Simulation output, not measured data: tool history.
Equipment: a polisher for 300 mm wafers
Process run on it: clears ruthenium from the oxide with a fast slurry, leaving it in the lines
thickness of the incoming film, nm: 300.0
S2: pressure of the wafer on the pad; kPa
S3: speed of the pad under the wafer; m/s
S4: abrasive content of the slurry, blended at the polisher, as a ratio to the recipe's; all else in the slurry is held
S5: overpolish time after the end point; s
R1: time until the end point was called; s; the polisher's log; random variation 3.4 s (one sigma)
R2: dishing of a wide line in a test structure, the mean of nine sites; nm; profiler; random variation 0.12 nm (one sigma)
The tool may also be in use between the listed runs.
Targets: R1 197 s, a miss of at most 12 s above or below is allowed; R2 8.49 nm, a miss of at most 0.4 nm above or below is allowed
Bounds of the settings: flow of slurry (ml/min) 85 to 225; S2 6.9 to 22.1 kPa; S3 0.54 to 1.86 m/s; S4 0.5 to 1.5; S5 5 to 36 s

{"run": 1, "hour": 0.0, "flow of slurry (ml/min)": 145, "S2": 14.5, "S3": 1.18, "S4": 1, "S5": 18, "R1": 73.394, "R2": 58.628}
{"run": 2, "hour": 8.1, "flow of slurry (ml/min)": 145, "S2": 11.7, "S3": 1.18, "S4": 1, "S5": 18, "R1": 89.766, "R2": 48.647}
{"run": 3, "hour": 13.9, "flow of slurry (ml/min)": 145, "S2": 11.7, "S3": 1.42, "S4": 1, "S5": 18, "R1": 73.875, "R2": 58.64}
{"run": 4, "hour": 19.2, "flow of slurry (ml/min)": 145, "S2": 11, "S3": 1.32, "S4": 0.95, "S5": 17, "R1": 84.917, "R2": 49.995}
{"run": 5, "hour": 27.7, "flow of slurry (ml/min)": 145, "S2": 11, "S3": 1.32, "S4": 0.95, "S5": 12, "R1": 85.09, "R2": 36.58}
{"run": 6, "hour": 30.6, "flow of slurry (ml/min)": 140, "S2": 10.3, "S3": 1.24, "S4": 0.95, "S5": 11, "R1": 98.874, "R2": 29.424}
{"run": 7, "hour": 34.5, "flow of slurry (ml/min)": 135, "S2": 9.7, "S3": 1.16, "S4": 1, "S5": 10, "R1": 108.19, "R2": 24.51}
{"run": 8, "hour": 43.3, "flow of slurry (ml/min)": 130, "S2": 9.7, "S3": 1.1, "S4": 1.05, "S5": 9, "R1": 111.31, "R2": 21.038}
{"run": 9, "hour": 48.5, "flow of slurry (ml/min)": 125, "S2": 9.7, "S3": 1.04, "S4": 1.05, "S5": 9, "R1": 114.73, "R2": 20.553}
{"run": 10, "hour": 51.9, "flow of slurry (ml/min)": 125, "S2": 9.7, "S3": 0.98, "S4": 1.05, "S5": 9, "R1": 128.73, "R2": 18.995}
{"run": 11, "hour": 59.5, "flow of slurry (ml/min)": 125, "S2": 9.7, "S3": 0.94, "S4": 1.1, "S5": 9, "R1": 127.98, "R2": 18.561}
{"run": 12, "hour": 63.9, "flow of slurry (ml/min)": 85, "S2": 6.9, "S3": 0.6, "S4": 1.15, "S5": 5, "R1": 284.92, "R2": 4.8373}
{"run": 13, "hour": 68.1, "flow of slurry (ml/min)": 90, "S2": 6.9, "S3": 0.6, "S4": 1.15, "S5": 5, "R1": 281.41, "R2": 5.0094}
{"run": 14, "hour": 76.7, "flow of slurry (ml/min)": 95, "S2": 6.9, "S3": 0.6, "S4": 1.15, "S5": 5, "R1": 280.25, "R2": 5.0024}
{"run": 15, "hour": 82.2, "flow of slurry (ml/min)": 105, "S2": 6.9, "S3": 0.6, "S4": 1.15, "S5": 5, "R1": 260.57, "R2": 5.2336}
{"run": 16, "hour": 84.9, "flow of slurry (ml/min)": 110, "S2": 6.9, "S3": 0.6, "S4": 1.15, "S5": 5, "R1": 270.48, "R2": 5.3905}

Of the 4 settings listed for the next run, only one would bring every result within its allowed miss of target. Which one?
{"run": "A", "hour": 87.6, "flow of slurry (ml/min)": 170, "S2": 7.6, "S3": 0.84, "S4": 1.2, "S5": 5, "R1": "?", "R2": "?"}
{"run": "B", "hour": 87.6, "flow of slurry (ml/min)": 85, "S2": 6.9, "S3": 0.54, "S4": 1.1, "S5": 9, "R1": "?", "R2": "?"}
{"run": "C", "hour": 87.6, "flow of slurry (ml/min)": 95, "S2": 9, "S3": 0.7, "S4": 1.1, "S5": 6, "R1": "?", "R2": "?"}
{"run": "D", "hour": 87.6, "flow of slurry (ml/min)": 85, "S2": 6.9, "S3": 0.54, "S4": 0.9, "S5": 10, "R1": "?", "R2": "?"}

move=A R1=159.59 R2=8.4995
move=B R1=324.8 R2=7.5389
move=C R1=195.79 R2=8.3182
move=D R1=358.17 R2=7.5949
A: corrects the largest miss of the last run, while another result sits out of spec
B: the biggest miss grows against the last run
C: each result inside its tolerance
D: the biggest miss grows against the last run
Go with C: it meets all targets.
